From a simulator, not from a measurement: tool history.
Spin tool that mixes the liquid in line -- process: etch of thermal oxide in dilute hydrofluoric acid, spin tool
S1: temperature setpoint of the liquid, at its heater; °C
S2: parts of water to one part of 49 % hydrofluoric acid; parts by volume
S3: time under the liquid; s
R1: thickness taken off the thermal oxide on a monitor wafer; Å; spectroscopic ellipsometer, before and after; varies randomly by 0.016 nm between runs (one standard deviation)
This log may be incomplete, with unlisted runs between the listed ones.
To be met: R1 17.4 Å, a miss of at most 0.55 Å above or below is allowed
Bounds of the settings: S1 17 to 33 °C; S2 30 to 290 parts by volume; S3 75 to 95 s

run 1 hour=0 | S1=25 S2=160 S3=95 | R1=24.734
run 2 hour=0.6 | S1=25 S2=190 S3=95 | R1=19.941
run 3 hour=2.8 | S1=24 S2=190 S3=95 | R1=19.135
run 4 hour=4.5 | S1=25.5 S2=190 S3=95 | R1=20.596
run 5 hour=8.5 | S1=24.5 S2=190 S3=95 | R1=19.588
run 6 hour=16.5 | S1=26.5 S2=190 S3=95 | R1=21.011
run 7 hour=19.8 | S1=25 S2=190 S3=95 | R1=19.991
run 8 hour=24.7 | S1=24 S2=190 S3=95 | R1=19.245
run 9 hour=26.1 | S1=23.5 S2=190 S3=95 | R1=18.761
run 10 hour=32.9 | S1=23 S2=190 S3=95 | R1=18.548
run 11 hour=41.4 | S1=22.5 S2=190 S3=95 | R1=18.222

Exactly one of the 4 candidate moves below puts every result within its allowed miss. Which one?
run A hour=49.9 | S1=23 S2=180 S3=90 | R1=?
run B hour=49.9 | S1=24.5 S2=170 S3=75 | R1=?
run C hour=49.9 | S1=22.5 S2=185 S3=95 | R1=?
run D hour=49.9 | S1=25 S2=160 S3=75 | R1=?

move=A R1=18.766
move=B R1=17.727
move=C R1=18.808
move=D R1=19.409
A: further off than the last run
B: all results in spec
C: further off than the last run
D: further off than the last run
B is the move that brings every result within its allowed miss.
